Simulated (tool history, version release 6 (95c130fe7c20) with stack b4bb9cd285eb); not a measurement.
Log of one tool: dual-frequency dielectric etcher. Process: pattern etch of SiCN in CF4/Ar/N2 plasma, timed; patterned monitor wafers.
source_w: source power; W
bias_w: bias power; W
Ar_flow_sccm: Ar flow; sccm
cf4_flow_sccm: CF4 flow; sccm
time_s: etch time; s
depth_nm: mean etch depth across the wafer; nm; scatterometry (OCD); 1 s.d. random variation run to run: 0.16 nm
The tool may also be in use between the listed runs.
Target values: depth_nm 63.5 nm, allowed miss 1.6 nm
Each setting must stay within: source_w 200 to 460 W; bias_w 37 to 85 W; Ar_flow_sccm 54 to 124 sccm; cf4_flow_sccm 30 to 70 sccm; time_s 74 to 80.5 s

run 1 hour=0 | source_w=330 bias_w=61 Ar_flow_sccm=89 cf4_flow_sccm=50 time_s=80.5 | depth_nm=42.39
run 2 hour=8.1 | source_w=300 bias_w=61 Ar_flow_sccm=89 cf4_flow_sccm=50 time_s=80.5 | depth_nm=38.923
run 3 hour=17.1 | source_w=300 bias_w=61 Ar_flow_sccm=104 cf4_flow_sccm=50 time_s=80.5 | depth_nm=37.488
run 4 hour=20.1 | source_w=340 bias_w=64 Ar_flow_sccm=102 cf4_flow_sccm=51 time_s=80.5 | depth_nm=43.454
run 5 hour=25.7 | source_w=340 bias_w=64 Ar_flow_sccm=111 cf4_flow_sccm=51 time_s=80.5 | depth_nm=42.607
run 6 hour=27.6 | source_w=340 bias_w=71 Ar_flow_sccm=111 cf4_flow_sccm=51 time_s=80.5 | depth_nm=44.984
run 7 hour=32.5 | source_w=370 bias_w=72 Ar_flow_sccm=111 cf4_flow_sccm=51 time_s=80.5 | depth_nm=48.789
run 8 hour=39 | source_w=390 bias_w=73 Ar_flow_sccm=111 cf4_flow_sccm=51 time_s=80.5 | depth_nm=51.631
run 9 hour=41.6 | source_w=450 bias_w=79 Ar_flow_sccm=108 cf4_flow_sccm=52 time_s=80.5 | depth_nm=61.444

Consider the 4 candidate settings below. Which is the only one whose results all fall within their allowed miss of target?
run A hour=44.2 | source_w=460 bias_w=84 Ar_flow_sccm=108 cf4_flow_sccm=58 time_s=78.5 | depth_nm=?
run B hour=44.2 | source_w=450 bias_w=82 Ar_flow_sccm=109 cf4_flow_sccm=47 time_s=78 | depth_nm=?
run C hour=44.2 | source_w=450 bias_w=82 Ar_flow_sccm=105 cf4_flow_sccm=60 time_s=74 | depth_nm=?
run D hour=44.2 | source_w=450 bias_w=84 Ar_flow_sccm=109 cf4_flow_sccm=54 time_s=75 | depth_nm=?

move=A depth_nm=63.833
move=B depth_nm=59.571
move=C depth_nm=58.945
move=D depth_nm=59.098
A: all results land within tolerance of their targets
B: misses by more than the last run did
C: misses by more than the last run did
D: misses by more than the last run did
Go with A: it meets all targets.
